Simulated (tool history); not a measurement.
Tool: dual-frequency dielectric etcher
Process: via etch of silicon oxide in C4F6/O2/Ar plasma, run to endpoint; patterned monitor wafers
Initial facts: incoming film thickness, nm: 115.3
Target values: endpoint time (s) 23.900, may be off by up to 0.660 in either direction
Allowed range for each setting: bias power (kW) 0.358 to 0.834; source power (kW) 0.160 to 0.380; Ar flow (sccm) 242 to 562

run  hour  bias power (kW)  source power (kW)  Ar flow (sccm)  endpoint time (s)
  1   0.0            0.596              0.270             402             30.239
  2   0.6            0.640              0.290             396             28.079
  3   3.9            0.640              0.270             396             29.318
  4  11.2            0.674              0.280             393             27.595
  5  12.2            0.674              0.250             393             28.992
  6  13.7            0.636              0.250             393             29.624
  7  17.4            0.674              0.260             385             28.564
  8  21.3            0.706              0.270             382             27.281

Exactly one of the 4 candidate moves below puts every result within its allowed miss. Which one?
  A  25.2            0.709              0.240             365                  ?
  B  25.2            0.809              0.330             421                  ?
  C  25.2            0.559              0.210             400                  ?
  D  25.2            0.834              0.330             295                  ?

move  endpoint time (s)
   A             27.955
   B             23.898
   C             33.755
   D             22.824
A: further off than the last run
B: each result inside its tolerance
C: further off than the last run
D: takes the biggest miss from the last run beyond its target
So the answer is move B, the one that meets all the targets.

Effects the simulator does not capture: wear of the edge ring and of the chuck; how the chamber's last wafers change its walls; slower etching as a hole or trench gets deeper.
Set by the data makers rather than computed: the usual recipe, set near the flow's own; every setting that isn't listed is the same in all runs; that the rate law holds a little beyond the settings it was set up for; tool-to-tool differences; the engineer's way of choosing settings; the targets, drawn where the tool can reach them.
